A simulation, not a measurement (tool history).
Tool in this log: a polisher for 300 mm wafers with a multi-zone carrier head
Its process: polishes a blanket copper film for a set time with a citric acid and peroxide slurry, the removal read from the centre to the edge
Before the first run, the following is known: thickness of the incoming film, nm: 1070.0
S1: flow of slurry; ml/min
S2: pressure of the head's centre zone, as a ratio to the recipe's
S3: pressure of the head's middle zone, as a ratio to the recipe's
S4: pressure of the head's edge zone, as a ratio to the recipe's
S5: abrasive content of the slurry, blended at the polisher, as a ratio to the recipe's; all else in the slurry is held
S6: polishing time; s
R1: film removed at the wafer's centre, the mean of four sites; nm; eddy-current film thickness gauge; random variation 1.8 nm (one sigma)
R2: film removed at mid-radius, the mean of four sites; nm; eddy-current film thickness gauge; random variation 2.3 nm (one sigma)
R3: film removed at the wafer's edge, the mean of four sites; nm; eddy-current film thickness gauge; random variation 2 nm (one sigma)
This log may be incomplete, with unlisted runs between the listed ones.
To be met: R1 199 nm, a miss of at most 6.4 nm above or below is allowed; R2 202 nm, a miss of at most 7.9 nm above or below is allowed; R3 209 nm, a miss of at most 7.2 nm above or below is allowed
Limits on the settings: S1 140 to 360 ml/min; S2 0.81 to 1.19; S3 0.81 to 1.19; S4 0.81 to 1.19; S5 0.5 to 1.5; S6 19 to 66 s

Run 1, hour 0: S1 230 ml/min, S2 1, S3 1, S4 1, S5 1, S6 42 s. Result: R1 170.99 nm, R2 173.13 nm, R3 164.6 nm.
Run 2, hour 3.3: S1 235 ml/min, S2 1, S3 1, S4 1.04, S5 1.1, S6 42 s. Result: R1 175.14 nm, R2 176.1 nm, R3 172.55 nm.
Run 3, hour 6.9: S1 245 ml/min, S2 1, S3 1.01, S4 1.07, S5 1.2, S6 42 s. Result: R1 178.71 nm, R2 182.46 nm, R3 180.05 nm.
Run 4, hour 13.6: S1 245 ml/min, S2 0.94, S3 1.01, S4 1.07, S5 1.2, S6 42 s. Result: R1 166.68 nm, R2 184.32 nm, R3 177.29 nm.
Run 5, hour 16.3: S1 245 ml/min, S2 0.94, S3 1.01, S4 1.07, S5 1.2, S6 52 s. Result: R1 208.35 nm, R2 224.9 nm, R3 220.82 nm.
Run 6, hour 23.8: S1 245 ml/min, S2 0.94, S3 1.01, S4 1.14, S5 1.2, S6 52 s. Result: R1 208.61 nm, R2 225.55 nm, R3 226.62 nm.
Run 7, hour 31.6: S1 235 ml/min, S2 0.94, S3 0.99, S4 1.12, S5 1.15, S6 52 s. Result: R1 204.57 nm, R2 222.49 nm, R3 224.17 nm.
Run 8, hour 34.8: S1 235 ml/min, S2 0.95, S3 0.97, S4 1.1, S5 1.1, S6 52 s. Result: R1 202.05 nm, R2 215.84 nm, R3 225.05 nm.
Run 9, hour 42.1: S1 230 ml/min, S2 0.96, S3 0.97, S4 1.08, S5 1.05, S6 52 s. Result: R1 204.01 nm, R2 208.76 nm, R3 215.64 nm.
Run 10, hour 45.4: S1 225 ml/min, S2 0.96, S3 0.97, S4 1.07, S5 1.05, S6 52 s. Result: R1 203.65 nm, R2 211.38 nm, R3 214.4 nm.
Run 11, hour 46.6: S1 225 ml/min, S2 0.96, S3 0.97, S4 1.07, S5 1.05, S6 52 s. Result: R1 209.04 nm, R2 208.14 nm, R3 216.99 nm.
Run 12, hour 51.3: S1 220 ml/min, S2 0.95, S3 0.97, S4 1.06, S5 1.05, S6 52 s. Result: R1 202.63 nm, R2 210.99 nm, R3 215.38 nm.

Below are 4 possible settings for the next run. Only one of them brings all results inside the allowed miss of their targets. Which is it?
Run A, hour 56: S1 295 ml/min, S2 0.95, S3 0.95, S4 1.07, S5 1.2, S6 48 s. Result: R1 ?, R2 ?, R3 ?.
Run B, hour 56: S1 240 ml/min, S2 0.89, S3 0.97, S4 1.03, S5 1.1, S6 55 s. Result: R1 ?, R2 ?, R3 ?.
Run C, hour 56: S1 180 ml/min, S2 0.91, S3 1.02, S4 1.05, S5 1.15, S6 53 s. Result: R1 ?, R2 ?, R3 ?.
Run D, hour 56: S1 145 ml/min, S2 1.02, S3 1.08, S4 1.12, S5 0.9, S6 56 s. Result: R1 ?, R2 ?, R3 ?.

move      R1      R2      R3
   A  197.45  197.76  206.62
   B  204.22  222.91  225.66
   C  193.78   216.7  214.32
   D  213.37  224.12  220.34
A: every result within its allowed miss
B: lands further from the targets than the last run did
C: lands further from the targets than the last run did
D: lands further from the targets than the last run did
The move that meets every target is A.

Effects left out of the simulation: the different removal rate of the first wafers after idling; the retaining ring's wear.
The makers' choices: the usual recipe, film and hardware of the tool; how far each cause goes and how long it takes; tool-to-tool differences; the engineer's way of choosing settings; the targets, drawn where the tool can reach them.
